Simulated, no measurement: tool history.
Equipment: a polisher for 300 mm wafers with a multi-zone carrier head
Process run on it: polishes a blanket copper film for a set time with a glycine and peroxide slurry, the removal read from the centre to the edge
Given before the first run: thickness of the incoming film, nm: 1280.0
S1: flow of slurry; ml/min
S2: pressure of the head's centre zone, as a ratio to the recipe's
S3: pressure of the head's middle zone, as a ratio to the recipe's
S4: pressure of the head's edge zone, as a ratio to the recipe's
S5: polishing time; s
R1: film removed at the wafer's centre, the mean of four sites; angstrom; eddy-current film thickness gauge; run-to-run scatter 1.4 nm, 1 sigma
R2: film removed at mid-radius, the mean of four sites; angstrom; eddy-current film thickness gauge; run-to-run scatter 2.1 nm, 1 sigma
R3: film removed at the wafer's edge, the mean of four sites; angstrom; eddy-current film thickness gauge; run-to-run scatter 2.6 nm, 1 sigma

run,hour,S1,S2,S3,S4,S5,R1,R2,R3
1,0,180,1,1,1,56,2383.8,2471,2482.1
2,3.6,180,1,1,1,67,2900.3,2996.7,2900.8
3,5.7,175,0.99,0.97,0.99,62,2644.4,2679.3,2671.4
4,7,210,0.99,0.97,0.99,62,2698.9,2766.8,2766.4
5,13.8,200,0.98,0.94,0.99,58,2476,2493.6,2612.4
6,14.4,190,0.97,0.92,0.98,55,2285,2370.4,2367.3
7,16.2,185,0.98,0.9,1.01,51,2152.8,2044.4,2194.3
8,22.1,175,0.96,0.88,1.03,50,2040.4,1998.8,2221.1
9,25.6,155,0.96,0.81,1.02,37,1489.9,1315.2,1598.3
10,26.2,165,0.96,0.82,1.03,37,1494.8,1387.2,1590.1

Forecast run 11:
11,29.3,165,0.96,0.82,1.05,38,?,?,?

Run 11 yielded R1 1534.8 angstrom, R2 1422.4 angstrom, R3 1736.1 angstrom.

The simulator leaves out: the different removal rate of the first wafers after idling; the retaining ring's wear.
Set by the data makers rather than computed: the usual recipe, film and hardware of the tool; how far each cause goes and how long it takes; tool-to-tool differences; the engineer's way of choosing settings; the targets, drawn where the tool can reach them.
